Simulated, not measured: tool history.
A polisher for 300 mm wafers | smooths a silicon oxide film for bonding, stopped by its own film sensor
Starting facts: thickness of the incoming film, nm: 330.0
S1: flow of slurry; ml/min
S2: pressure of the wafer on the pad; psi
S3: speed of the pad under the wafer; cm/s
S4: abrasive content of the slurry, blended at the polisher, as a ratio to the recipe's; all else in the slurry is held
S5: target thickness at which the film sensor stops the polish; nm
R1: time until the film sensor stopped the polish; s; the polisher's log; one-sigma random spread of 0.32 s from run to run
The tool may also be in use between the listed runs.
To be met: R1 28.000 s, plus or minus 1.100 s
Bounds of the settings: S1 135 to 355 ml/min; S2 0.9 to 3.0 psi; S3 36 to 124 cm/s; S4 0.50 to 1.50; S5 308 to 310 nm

run	day	S1	S2	S3	S4	S5	R1
1	0.000	225	1.9	80	1.00	308	41.893
2	0.338	225	2.1	80	1.00	308	38.282
3	0.371	225	2.2	80	1.00	308	36.375
4	0.583	225	1.7	80	1.00	308	46.217
5	0.675	225	1.7	80	1.10	308	45.102
6	0.746	225	2.1	80	1.10	308	36.447
7	1.075	225	2.2	80	1.10	308	34.972
8	1.383	225	2.2	80	1.10	308	35.529
9	1.508	225	2.3	80	1.10	308	33.370

Pick the move, out of 4, that brings all results within their allowed miss; only one does.
A	1.633	210	2.8	70	1.10	310	?
B	1.633	135	2.2	88	1.05	310	?
C	1.633	250	2.2	82	1.15	309	?
D	1.633	185	2.4	98	1.20	310	?

move	R1
A	27.560
B	30.898
C	31.100
D	23.969
A: every result lands within tolerance
B: nearer the targets than the last run, but a result is still out of spec
C: nearer the targets than the last run, but a result is still out of spec
D: carries the result that was furthest off beyond its target, to the other side
So the answer is move A, the one that meets all the targets.
